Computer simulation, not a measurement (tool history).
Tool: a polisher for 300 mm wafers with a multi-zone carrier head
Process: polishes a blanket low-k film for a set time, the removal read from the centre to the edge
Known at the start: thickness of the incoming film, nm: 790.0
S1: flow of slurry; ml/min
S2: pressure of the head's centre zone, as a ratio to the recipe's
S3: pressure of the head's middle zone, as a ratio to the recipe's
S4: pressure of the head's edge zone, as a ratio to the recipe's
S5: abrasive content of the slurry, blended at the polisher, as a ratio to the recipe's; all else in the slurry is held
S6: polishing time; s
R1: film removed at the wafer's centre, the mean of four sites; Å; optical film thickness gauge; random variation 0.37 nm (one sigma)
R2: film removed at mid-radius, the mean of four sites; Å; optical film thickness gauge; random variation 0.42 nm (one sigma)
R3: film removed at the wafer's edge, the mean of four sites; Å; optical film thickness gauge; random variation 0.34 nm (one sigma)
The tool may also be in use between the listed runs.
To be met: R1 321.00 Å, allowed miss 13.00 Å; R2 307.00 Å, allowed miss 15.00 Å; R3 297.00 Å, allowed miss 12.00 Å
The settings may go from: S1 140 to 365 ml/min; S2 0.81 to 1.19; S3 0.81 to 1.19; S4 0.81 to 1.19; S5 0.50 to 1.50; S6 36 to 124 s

| run | day | S1 | S2 | S3 | S4 | S5 | S6 | R1 | R2 | R3 |
|---|---|---|---|---|---|---|---|---|---|---|
| 1 | 0.000 | 235 | 1.00 | 1.00 | 1.00 | 1.00 | 79 | 344.17 | 349.06 | 328.71 |
| 2 | 0.242 | 230 | 1.00 | 0.98 | 0.97 | 0.95 | 79 | 336.91 | 331.86 | 322.87 |
| 3 | 0.600 | 230 | 1.01 | 0.98 | 0.96 | 0.90 | 79 | 325.06 | 336.66 | 311.73 |
| 4 | 0.908 | 230 | 0.96 | 0.98 | 0.96 | 0.90 | 79 | 317.18 | 329.03 | 313.69 |
| 5 | 1.042 | 230 | 0.96 | 0.98 | 0.96 | 0.75 | 79 | 297.57 | 312.55 | 291.63 |
| 6 | 1.342 | 230 | 0.96 | 1.05 | 0.96 | 0.75 | 79 | 290.40 | 325.15 | 288.61 |
| 7 | 1.412 | 235 | 0.99 | 1.01 | 0.97 | 0.75 | 79 | 299.07 | 317.54 | 290.66 |
|  | 1.550 | edge zone pressure recalibrated |
| 8 | 1.550 | 235 | 1.01 | 0.99 | 0.98 | 0.75 | 79 | 311.79 | 316.38 | 316.26 |

4 next moves are on the table. One of them brings every result within its allowed miss. Which?
| A | 1.688 | 225 | 0.97 | 1.02 | 1.13 | 0.55 | 87 | ? | ? | ? |
| B | 1.688 | 245 | 0.94 | 1.04 | 1.14 | 0.55 | 93 | ? | ? | ? |
| C | 1.688 | 225 | 1.04 | 0.96 | 0.89 | 0.90 | 74 | ? | ? | ? |
| D | 1.688 | 200 | 1.04 | 0.92 | 1.11 | 0.55 | 87 | ? | ? | ? |

| move | R1 | R2 | R3 |
|---|---|---|---|
| A | 294.21 | 319.26 | 322.03 |
| B | 308.60 | 349.14 | 348.70 |
| C | 324.79 | 317.42 | 295.50 |
| D | 309.32 | 295.76 | 315.24 |
A: further off than the last run
B: further off than the last run
C: meets every target
D: nearer than the last run, and not there yet
The right move is C.

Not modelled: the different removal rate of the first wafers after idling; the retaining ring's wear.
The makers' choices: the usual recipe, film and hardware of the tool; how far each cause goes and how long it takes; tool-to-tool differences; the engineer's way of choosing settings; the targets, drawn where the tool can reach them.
